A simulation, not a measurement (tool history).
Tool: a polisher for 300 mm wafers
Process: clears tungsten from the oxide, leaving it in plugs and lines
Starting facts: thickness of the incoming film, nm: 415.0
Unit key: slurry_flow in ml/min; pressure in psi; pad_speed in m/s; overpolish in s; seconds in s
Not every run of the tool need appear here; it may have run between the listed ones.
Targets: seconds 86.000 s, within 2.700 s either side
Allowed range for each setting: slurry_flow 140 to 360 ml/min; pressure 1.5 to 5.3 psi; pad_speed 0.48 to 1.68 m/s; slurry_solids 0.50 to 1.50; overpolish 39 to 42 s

run	day	slurry_flow	pressure	pad_speed	slurry_solids	overpolish	seconds
1	0.000	230	3.4	1.08	1.00	39	72.837
2	0.358	230	3.2	1.08	1.00	39	76.825
3	0.412	255	3.2	1.08	1.00	39	75.928
4	0.654	250	3.1	1.08	1.00	39	78.467
# day 0.679: slurry nozzle cleaned
5	0.679	250	3.1	1.08	1.15	39	74.579
6	1.008	250	3.1	1.08	1.15	42	73.225
7	1.371	245	2.9	1.08	1.15	42	80.016
8	1.467	235	2.9	1.08	1.15	42	78.670

Pick the move, out of 5, that brings all results within their allowed miss; only one does.
A	1.562	205	3.7	0.56	1.20	39	?
B	1.562	185	2.7	1.30	1.40	40	?
C	1.562	235	2.4	1.60	1.25	40	?
D	1.562	310	3.3	0.76	1.00	39	?
E	1.562	190	2.7	1.36	1.30	40	?

move	seconds
A	92.168
B	74.148
C	70.977
D	86.352
E	72.471
A: carries the result that was furthest off beyond its target, to the other side
B: the biggest miss grows against the last run
C: the biggest miss grows against the last run
D: every result within its allowed miss
E: the biggest miss grows against the last run
Answer: D
